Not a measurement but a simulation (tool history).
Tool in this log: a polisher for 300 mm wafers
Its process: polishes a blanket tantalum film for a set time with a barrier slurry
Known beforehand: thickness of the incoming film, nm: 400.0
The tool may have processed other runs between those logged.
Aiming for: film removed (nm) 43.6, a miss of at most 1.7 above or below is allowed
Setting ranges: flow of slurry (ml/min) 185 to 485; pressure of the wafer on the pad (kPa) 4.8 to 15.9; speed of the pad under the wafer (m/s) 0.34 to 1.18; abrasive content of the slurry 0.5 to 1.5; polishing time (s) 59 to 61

run  hour  flow of slurry (ml/min)  pressure of the wafer on the pad (kPa)  speed of the pad under the wafer (m/s)  abrasive content of the slurry  polishing time (s)  film removed (nm)
  1     0                      310                                    10.3                                    0.76                               1                  59             50.505
  2   7.6                      310                                    10.3                                    0.76                               1                  61             52.393
  3  15.6                      245                                    10.3                                    0.76                               1                  61             51.253
  4  17.8                      245                                    10.3                                     0.9                               1                  61             60.019
  5  24.8                      245                                    11.7                                     0.9                               1                  61              68.75
  6  32.5                      275                                    11.7                                     0.9                               1                  61              68.97
  7  40.3                      275                                       9                                    0.88                               1                  61             51.095
  8  48.4                      275                                     8.3                                    0.88                               1                  61             48.144

Exactly one of the 4 candidate moves below puts every result within its allowed miss. Which one?
  A  56.5                      305                                     8.3                                     0.7                               1                  61                  ?
  B  56.5                      260                                     7.6                                    0.78                               1                  61                  ?
  C  56.5                      255                                     7.6                                     0.9                            1.05                  59                  ?
  D  56.5                      250                                     6.9                                    0.88                               1                  60                  ?

move  film removed (nm)
   A             38.488
   B             38.807
   C              43.68
   D             39.113
A: moves the result that the last run missed by most past its target, out the other side
B: moves the result that the last run missed by most past its target, out the other side
C: every result lands within tolerance
D: moves the result that the last run missed by most past its target, out the other side
Move C is the one to make.
